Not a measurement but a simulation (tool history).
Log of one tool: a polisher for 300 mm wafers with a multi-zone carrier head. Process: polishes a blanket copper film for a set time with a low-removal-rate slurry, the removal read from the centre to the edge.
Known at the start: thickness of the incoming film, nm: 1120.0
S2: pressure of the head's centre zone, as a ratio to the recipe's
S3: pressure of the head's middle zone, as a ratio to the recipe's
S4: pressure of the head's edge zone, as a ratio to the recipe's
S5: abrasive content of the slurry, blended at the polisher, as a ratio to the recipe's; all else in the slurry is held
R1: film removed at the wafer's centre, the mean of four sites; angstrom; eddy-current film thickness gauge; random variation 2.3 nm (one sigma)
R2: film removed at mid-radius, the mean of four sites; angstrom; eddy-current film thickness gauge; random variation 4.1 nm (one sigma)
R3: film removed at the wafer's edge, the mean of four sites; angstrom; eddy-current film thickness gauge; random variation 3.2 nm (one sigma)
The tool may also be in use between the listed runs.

{"run": 1, "day": 0.0, "flow of slurry (ml/min)": 255, "S2": 1, "S3": 1, "S4": 1, "S5": 1, "polishing time (s)": 72, "R1": 2002.8, "R2": 1917.3, "R3": 1916.3}
{"run": 2, "day": 0.104, "flow of slurry (ml/min)": 260, "S2": 0.99, "S3": 1.02, "S4": 1.01, "S5": 1.05, "polishing time (s)": 73, "R1": 2046.5, "R2": 2022.4, "R3": 1947.4}
{"run": 3, "day": 0.388, "flow of slurry (ml/min)": 260, "S2": 0.98, "S3": 1.03, "S4": 1.02, "S5": 1.1, "polishing time (s)": 74, "R1": 2018, "R2": 2089.4, "R3": 1986.1}
{"run": 4, "day": 0.517, "flow of slurry (ml/min)": 260, "S2": 0.98, "S3": 1.04, "S4": 1.03, "S5": 1.15, "polishing time (s)": 75, "R1": 2112.2, "R2": 2153.6, "R3": 2021.9}
{"run": 5, "day": 0.775, "flow of slurry (ml/min)": 260, "S2": 0.98, "S3": 1.04, "S4": 1.03, "S5": 0.95, "polishing time (s)": 75, "R1": 2020.3, "R2": 2070, "R3": 1963.1}
{"run": 6, "day": 1.142, "flow of slurry (ml/min)": 260, "S2": 0.97, "S3": 1.05, "S4": 1.04, "S5": 1, "polishing time (s)": 77, "R1": 2097, "R2": 2241.5, "R3": 2047.8}
{"run": 7, "day": 1.275, "flow of slurry (ml/min)": 275, "S2": 0.95, "S3": 1.09, "S4": 1.14, "S5": 1.25, "polishing time (s)": 81, "R1": 2247.9, "R2": 2466.1, "R3": 2346}

The next listed run, before its measurement:
{"run": 8, "day": 1.512, "flow of slurry (ml/min)": 275, "S2": 0.95, "S3": 1.1, "S4": 1.14, "S5": 1.25, "polishing time (s)": 81, "R1": "?", "R2": "?", "R3": "?"}

{"run 8": {"R1": 2279.5, "R2": 2529.7, "R3": 2330.9}}

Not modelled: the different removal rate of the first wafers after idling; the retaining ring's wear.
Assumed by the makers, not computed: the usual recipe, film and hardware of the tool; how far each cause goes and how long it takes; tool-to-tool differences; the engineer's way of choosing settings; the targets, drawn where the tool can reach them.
